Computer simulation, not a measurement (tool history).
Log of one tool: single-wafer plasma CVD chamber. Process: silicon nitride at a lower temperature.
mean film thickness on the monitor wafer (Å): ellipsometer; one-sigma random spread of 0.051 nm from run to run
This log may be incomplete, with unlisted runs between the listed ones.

run,hour,heater temperature setpoint (°C),chamber pressure (Torr),RF power (kW),deposition time (s),mean film thickness on the monitor wafer (Å)
1,0,370,1.64,0.275,12.4,131.74
2,4.3,370,1.58,0.27,12.4,127.85
3,12.4,370,1.58,0.27,11.8,122.7
4,21.3,380,1.58,0.27,11.8,122.33
5,21.9,380,1.52,0.27,11.8,121.43
6,23.4,380,1.47,0.27,11.8,121.31
7,29.7,380,1.43,0.265,11.8,117.41

Run 8 is up next; what results do you expect?
8,31.6,380,1.39,0.265,11.8,?

Run 8 produced mean film thickness on the monitor wafer (Å) 116.55.
